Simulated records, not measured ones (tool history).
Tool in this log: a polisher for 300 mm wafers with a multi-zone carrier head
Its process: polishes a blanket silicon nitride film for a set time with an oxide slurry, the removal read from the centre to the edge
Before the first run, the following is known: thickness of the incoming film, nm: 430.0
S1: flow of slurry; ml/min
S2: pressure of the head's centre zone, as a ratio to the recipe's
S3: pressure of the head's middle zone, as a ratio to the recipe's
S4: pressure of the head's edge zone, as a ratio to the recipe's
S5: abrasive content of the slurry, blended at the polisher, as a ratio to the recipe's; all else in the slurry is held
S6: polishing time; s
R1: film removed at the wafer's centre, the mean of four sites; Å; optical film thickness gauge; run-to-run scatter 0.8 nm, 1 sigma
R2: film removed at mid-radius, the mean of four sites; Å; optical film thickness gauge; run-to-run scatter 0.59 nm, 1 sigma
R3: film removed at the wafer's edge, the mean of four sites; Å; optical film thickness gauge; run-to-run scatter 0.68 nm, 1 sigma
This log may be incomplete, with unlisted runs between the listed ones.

run,hour,S1,S2,S3,S4,S5,S6,R1,R2,R3
1,0,210,1,1,1,1,87,689.46,686.79,677.37
2,8,210,1.03,0.96,0.97,0.9,86,661.65,632.55,631.84
3,10.2,210,1.07,0.92,0.95,0.8,85,611.88,557.24,574.19
4,18.9,215,1.1,0.89,0.92,0.8,84,647.05,538.2,570.22
5,23.8,215,1.1,0.89,0.92,0.7,84,580.2,493.81,513.75
6,28.9,215,1.07,0.89,0.92,0.7,84,572.59,492,526.05
7,36.8,220,1.1,0.88,0.91,0.7,84,582.13,493.63,510.16
8,44.1,220,1.12,0.87,0.91,0.7,84,605.05,486.88,516.22

Run 9 comes next. What will it give?
# hour 46.4: slurry nozzle cleaned
9,46.4,220,1.13,0.86,0.91,0.7,84,?,?,?

{"run 9": {"R1": 632.01, "R2": 502.43, "R3": 523.2}}
